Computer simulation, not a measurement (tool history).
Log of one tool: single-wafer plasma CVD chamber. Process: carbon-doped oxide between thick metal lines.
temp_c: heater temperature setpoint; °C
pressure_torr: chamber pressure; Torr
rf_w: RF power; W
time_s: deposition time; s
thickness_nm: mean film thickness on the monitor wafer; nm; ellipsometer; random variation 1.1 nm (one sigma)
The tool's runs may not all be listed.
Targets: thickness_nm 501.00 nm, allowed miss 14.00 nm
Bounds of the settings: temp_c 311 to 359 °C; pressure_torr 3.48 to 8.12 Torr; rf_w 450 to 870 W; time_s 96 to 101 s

run,hour,temp_c,pressure_torr,rf_w,time_s,thickness_nm
1,0.0,335,5.80,660,101,634.78
2,5.1,335,5.41,660,101,628.48
3,13.0,331,5.41,660,101,636.49
4,14.8,331,5.41,715,101,657.96
5,16.3,331,5.41,715,101,658.11
6,21.8,331,5.41,620,101,619.19
7,30.2,334,5.16,580,100,588.77
8,35.0,334,5.16,580,100,587.46

5 next moves are on the table. One of them brings every result within its allowed miss. Which?
A,39.8,332,5.76,615,101,?
B,39.8,330,5.33,535,96,?
C,39.8,333,5.45,595,101,?
D,39.8,339,3.98,510,96,?
E,39.8,334,4.69,575,96,?

move,thickness_nm
A,619.73
B,553.36
C,605.41
D,507.47
E,553.48
A: further off than the last run
B: nearer than the last run, and not there yet
C: further off than the last run
D: meets every target
E: nearer than the last run, and not there yet
Answer: D

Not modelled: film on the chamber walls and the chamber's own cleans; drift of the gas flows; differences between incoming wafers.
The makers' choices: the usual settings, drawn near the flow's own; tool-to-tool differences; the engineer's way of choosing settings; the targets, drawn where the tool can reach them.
